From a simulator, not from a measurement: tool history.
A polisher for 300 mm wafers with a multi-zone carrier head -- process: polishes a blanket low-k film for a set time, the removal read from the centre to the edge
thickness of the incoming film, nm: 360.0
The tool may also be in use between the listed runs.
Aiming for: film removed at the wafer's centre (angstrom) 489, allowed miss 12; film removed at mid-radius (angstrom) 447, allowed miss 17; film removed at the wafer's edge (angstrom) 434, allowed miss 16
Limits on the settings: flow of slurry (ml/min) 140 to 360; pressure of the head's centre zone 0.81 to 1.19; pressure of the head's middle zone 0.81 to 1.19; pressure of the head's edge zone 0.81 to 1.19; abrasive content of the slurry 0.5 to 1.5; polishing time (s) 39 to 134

run,hour,flow of slurry (ml/min),pressure of the head's centre zone,pressure of the head's middle zone,pressure of the head's edge zone,abrasive content of the slurry,polishing time (s),film removed at the wafer's centre (angstrom),film removed at mid-radius (angstrom),film removed at the wafer's edge (angstrom)
1,0,230,1,1,1,1,86,260.26,273.49,256.92
2,1.4,240,1.03,1.01,1.02,1.1,89,290.96,298.63,288.47
3,2.2,240,1.03,1.01,1.06,1.1,89,293.78,303.56,288.38
4,7.8,250,1.06,1.02,1.07,1.15,91,317.69,317.51,303.11
5,14.4,250,1.06,1.02,1.07,1.35,91,340.48,343.69,328.06
6,20.5,250,1.06,1.08,1.07,1.35,91,343.93,361.14,328.71
7,21.2,255,1.08,1.07,1.09,1.35,93,354.37,363.29,346.53
8,23.8,265,1.1,1.07,1.08,1.35,95,370.18,374.41,349.36
9,28.4,290,1.19,1.06,1.18,1.5,106,475.26,433.4,419.13

Below are 5 possible settings for the next run. Only one of them brings all results inside the allowed miss of their targets. Which is it?
A,33,275,1.19,0.93,1.19,1.5,109,?,?,?
B,33,280,1.19,0.93,1.19,1.5,110,?,?,?
C,33,260,1.19,0.98,1.19,1.5,110,?,?,?
D,33,245,1.18,1.04,1.12,1.5,112,?,?,?
E,33,285,1.19,0.92,1.19,1.35,114,?,?,?

move,film removed at the wafer's centre (angstrom),film removed at mid-radius (angstrom),film removed at the wafer's edge (angstrom)
A,480.62,403.39,434.69
B,486.11,407.92,439.36
C,481.68,422.56,436.19
D,482.51,449.11,431.46
E,483.23,401.81,436.55
A: brings the last run's worst result on target, with another outside its allowed miss
B: brings the last run's worst result on target, with another outside its allowed miss
C: brings the last run's worst result on target, with another outside its allowed miss
D: all results land within tolerance of their targets
E: brings the last run's worst result on target, with another outside its allowed miss
D is the move that brings every result within its allowed miss.
